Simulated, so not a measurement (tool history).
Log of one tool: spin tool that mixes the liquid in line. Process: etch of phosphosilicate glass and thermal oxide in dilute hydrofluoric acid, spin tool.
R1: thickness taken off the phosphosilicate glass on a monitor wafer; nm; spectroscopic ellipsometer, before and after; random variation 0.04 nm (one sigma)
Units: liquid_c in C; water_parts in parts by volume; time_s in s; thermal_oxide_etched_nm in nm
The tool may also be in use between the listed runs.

Run 1, hour 0: liquid_c 26 C, water_parts 270 parts by volume, time_s 35 s. Result: R1 8.9237 nm, thermal_oxide_etched_nm 0.54743 nm.
Run 2, hour 7: liquid_c 24.5 C, water_parts 295 parts by volume, time_s 35 s. Result: R1 7.529 nm, thermal_oxide_etched_nm 0.45638 nm.
Run 3, hour 7.6: liquid_c 24.5 C, water_parts 295 parts by volume, time_s 50 s. Result: R1 10.8 nm, thermal_oxide_etched_nm 0.66725 nm.
Run 4, hour 13.5: liquid_c 24.5 C, water_parts 295 parts by volume, time_s 40 s. Result: R1 8.7356 nm, thermal_oxide_etched_nm 0.52714 nm.
Run 5, hour 19.7: liquid_c 23.5 C, water_parts 325 parts by volume, time_s 40 s. Result: R1 7.2862 nm, thermal_oxide_etched_nm 0.47297 nm.
Run 6, hour 22.4: liquid_c 23.5 C, water_parts 350 parts by volume, time_s 40 s. Result: R1 6.8065 nm, thermal_oxide_etched_nm 0.38632 nm.
Run 7, hour 24.3: liquid_c 22.5 C, water_parts 365 parts by volume, time_s 40 s. Result: R1 6.1125 nm, thermal_oxide_etched_nm 0.39622 nm.
Run 8, hour 27.7: liquid_c 22.5 C, water_parts 385 parts by volume, time_s 40 s. Result: R1 5.7196 nm, thermal_oxide_etched_nm 0.36306 nm.
Run 9, hour 36.5: liquid_c 22 C, water_parts 400 parts by volume, time_s 40 s. Result: R1 5.3233 nm, thermal_oxide_etched_nm 0.31455 nm.

Forecast run 10:
Run 10, hour 38: liquid_c 21 C, water_parts 410 parts by volume, time_s 40 s. Result: R1 ?, thermal_oxide_etched_nm ?.

R1: 4.9533 nm
thermal_oxide_etched_nm: 0.30194 nm
